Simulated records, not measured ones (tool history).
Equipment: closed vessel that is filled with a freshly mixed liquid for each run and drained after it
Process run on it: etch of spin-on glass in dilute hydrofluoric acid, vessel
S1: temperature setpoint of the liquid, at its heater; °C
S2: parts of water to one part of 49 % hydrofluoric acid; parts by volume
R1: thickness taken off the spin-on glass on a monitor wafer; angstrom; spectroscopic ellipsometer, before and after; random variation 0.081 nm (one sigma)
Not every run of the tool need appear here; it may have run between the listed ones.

run 1 day=0.000 | S1=26.0 S2=120 time_in_the_liquid_(s)=80 | R1=192.85
run 2 day=0.025 | S1=26.0 S2=80 time_in_the_liquid_(s)=80 | R1=307.62
run 3 day=0.112 | S1=26.0 S2=55 time_in_the_liquid_(s)=80 | R1=459.05
run 4 day=0.342 | S1=23.5 S2=80 time_in_the_liquid_(s)=80 | R1=273.99
run 5 day=0.608 | S1=23.5 S2=120 time_in_the_liquid_(s)=80 | R1=176.48
run 6 day=0.783 | S1=23.5 S2=120 time_in_the_liquid_(s)=80 | R1=178.16
run 7 day=0.879 | S1=22.0 S2=125 time_in_the_liquid_(s)=80 | R1=155.88

What will run 8 give?
run 8 day=0.992 | S1=21.0 S2=125 time_in_the_liquid_(s)=80 | R1=?

{"run 8": {"R1": 153.71}}
